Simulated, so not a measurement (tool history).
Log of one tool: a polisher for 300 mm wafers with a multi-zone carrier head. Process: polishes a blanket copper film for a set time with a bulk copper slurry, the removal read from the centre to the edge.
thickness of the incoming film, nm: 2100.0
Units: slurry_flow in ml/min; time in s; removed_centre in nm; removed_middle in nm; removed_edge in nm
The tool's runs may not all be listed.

run 1 hour=0 | slurry_flow=255 centre_zone=1 middle_zone=1 edge_zone=1 slurry_solids=1 time=81 | removed_centre=729.88 removed_middle=719.98 removed_edge=713.34
run 2 hour=2.6 | slurry_flow=250 centre_zone=0.96 middle_zone=1 edge_zone=0.96 slurry_solids=0.9 time=81 | removed_centre=690.25 removed_middle=700.64 removed_edge=687.46
run 3 hour=8.8 | slurry_flow=250 centre_zone=0.96 middle_zone=1 edge_zone=0.96 slurry_solids=0.9 time=92 | removed_centre=790.44 removed_middle=815.51 removed_edge=782.16
run 4 hour=10.7 | slurry_flow=250 centre_zone=0.96 middle_zone=1 edge_zone=0.93 slurry_solids=0.9 time=92 | removed_centre=787.42 removed_middle=773.99 removed_edge=764.14
run 5 hour=18.5 | slurry_flow=250 centre_zone=0.96 middle_zone=0.94 edge_zone=0.93 slurry_solids=0.9 time=92 | removed_centre=781.41 removed_middle=755.33 removed_edge=762.3
run 6 hour=20.2 | slurry_flow=250 centre_zone=0.96 middle_zone=0.94 edge_zone=0.93 slurry_solids=1.05 time=92 | removed_centre=810.66 removed_middle=788.78 removed_edge=797.87
run 7 hour=21.2 | slurry_flow=240 centre_zone=0.92 middle_zone=0.97 edge_zone=0.91 slurry_solids=0.9 time=89 | removed_centre=728.4 removed_middle=732.73 removed_edge=735.75
run 8 hour=27.8 | slurry_flow=240 centre_zone=0.89 middle_zone=1.01 edge_zone=0.9 slurry_solids=0.8 time=87 | removed_centre=659.26 removed_middle=732.66 removed_edge=690.1
run 9 hour=33.7 | slurry_flow=235 centre_zone=0.87 middle_zone=1.01 edge_zone=0.88 slurry_solids=0.7 time=87 | removed_centre=621.57 removed_middle=709.99 removed_edge=666.43
run 10 hour=38.5 | slurry_flow=230 centre_zone=0.86 middle_zone=1.01 edge_zone=0.86 slurry_solids=0.65 time=87 | removed_centre=606.88 removed_middle=704.96 removed_edge=655.75
run 11 hour=42 | slurry_flow=230 centre_zone=0.86 middle_zone=1.01 edge_zone=0.85 slurry_solids=0.6 time=86 | removed_centre=596.62 removed_middle=673.44 removed_edge=635.79

Run 12 comes next. What will it give?
run 12 hour=43.8 | slurry_flow=225 centre_zone=0.85 middle_zone=1.02 edge_zone=0.84 slurry_solids=0.55 time=86 | removed_centre=? removed_middle=? removed_edge=?

removed_centre: 578.96 nm
removed_middle: 687.36 nm
removed_edge: 617.77 nm
